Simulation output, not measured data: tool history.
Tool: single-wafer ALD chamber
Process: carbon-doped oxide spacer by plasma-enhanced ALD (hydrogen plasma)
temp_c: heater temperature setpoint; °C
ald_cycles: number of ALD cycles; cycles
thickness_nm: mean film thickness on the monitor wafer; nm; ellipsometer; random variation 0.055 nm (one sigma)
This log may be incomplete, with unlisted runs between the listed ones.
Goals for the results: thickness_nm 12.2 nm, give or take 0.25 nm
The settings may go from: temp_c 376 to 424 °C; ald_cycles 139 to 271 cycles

{"run": 1, "hour": 0.0, "temp_c": 400, "ald_cycles": 205, "thickness_nm": 10.291}
{"run": 2, "hour": 3.3, "temp_c": 400, "ald_cycles": 190, "thickness_nm": 9.5081}
{"run": 3, "hour": 8.6, "temp_c": 400, "ald_cycles": 199, "thickness_nm": 10.045}
{"run": 4, "hour": 16.3, "temp_c": 393, "ald_cycles": 199, "thickness_nm": 9.9004}
{"run": 5, "hour": 24.0, "temp_c": 393, "ald_cycles": 207, "thickness_nm": 10.278}
{"run": 6, "hour": 33.0, "temp_c": 393, "ald_cycles": 224, "thickness_nm": 11.215}
{"run": 7, "hour": 39.3, "temp_c": 393, "ald_cycles": 227, "thickness_nm": 11.347}
{"run": 8, "hour": 41.3, "temp_c": 393, "ald_cycles": 230, "thickness_nm": 11.434}
{"run": 9, "hour": 42.5, "temp_c": 393, "ald_cycles": 233, "thickness_nm": 11.642}

5 next moves are on the table. One of them brings every result within its allowed miss. Which?
{"run": "A", "hour": 43.7, "temp_c": 385, "ald_cycles": 215, "thickness_nm": "?"}
{"run": "B", "hour": 43.7, "temp_c": 390, "ald_cycles": 225, "thickness_nm": "?"}
{"run": "C", "hour": 43.7, "temp_c": 404, "ald_cycles": 260, "thickness_nm": "?"}
{"run": "D", "hour": 43.7, "temp_c": 386, "ald_cycles": 253, "thickness_nm": "?"}
{"run": "E", "hour": 43.7, "temp_c": 387, "ald_cycles": 244, "thickness_nm": "?"}

move=A thickness_nm=10.761
move=B thickness_nm=11.262
move=C thickness_nm=12.876
move=D thickness_nm=12.663
move=E thickness_nm=12.213
A: moves away from the targets compared with the last run
B: moves away from the targets compared with the last run
C: the result that was furthest off in the last run now lies on the other side of its target
D: the result that was furthest off in the last run now lies on the other side of its target
E: each result inside its tolerance
Move E is the one to make.
